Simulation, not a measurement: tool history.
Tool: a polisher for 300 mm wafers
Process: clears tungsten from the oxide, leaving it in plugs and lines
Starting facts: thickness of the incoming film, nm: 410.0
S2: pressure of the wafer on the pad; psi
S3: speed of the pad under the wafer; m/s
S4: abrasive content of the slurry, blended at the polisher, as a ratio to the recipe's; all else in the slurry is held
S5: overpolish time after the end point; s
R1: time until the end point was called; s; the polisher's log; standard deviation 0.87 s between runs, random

Run 1, hour 0.0: flow of slurry (ml/min) 250, S2 3.5 psi, S3 1.28 m/s, S4 1.0, S5 27 s. Result: R1 65.635 s.
Run 2, hour 8.9: flow of slurry (ml/min) 250, S2 3.5 psi, S3 1.02 m/s, S4 1.0, S5 27 s. Result: R1 85.338 s.
Run 3, hour 13.5: flow of slurry (ml/min) 250, S2 3.8 psi, S3 1.04 m/s, S4 1.0, S5 27 s. Result: R1 76.084 s.
Run 4, hour 15.5: flow of slurry (ml/min) 250, S2 4.0 psi, S3 1.04 m/s, S4 1.0, S5 27 s. Result: R1 73.723 s.
Run 5, hour 22.6: flow of slurry (ml/min) 250, S2 4.2 psi, S3 1.06 m/s, S4 1.0, S5 27 s. Result: R1 68.495 s.
Run 6, hour 27.0: flow of slurry (ml/min) 250, S2 4.7 psi, S3 1.06 m/s, S4 1.0, S5 27 s. Result: R1 60.713 s.
Run 7, hour 35.5: flow of slurry (ml/min) 250, S2 4.8 psi, S3 1.08 m/s, S4 1.0, S5 27 s. Result: R1 60.119 s.
Run 8, hour 39.3: flow of slurry (ml/min) 250, S2 4.8 psi, S3 1.08 m/s, S4 1.0, S5 27 s. Result: R1 59.368 s.
At hour 46.0: slurry blender recalibrated.
Run 9, hour 46.0: flow of slurry (ml/min) 250, S2 4.9 psi, S3 1.10 m/s, S4 1.0, S5 27 s. Result: R1 58.249 s.

Forecast run 10:
Run 10, hour 51.4: flow of slurry (ml/min) 250, S2 4.9 psi, S3 1.10 m/s, S4 1.0, S5 27 s. Result: R1 ?.

R1: 55.913 s
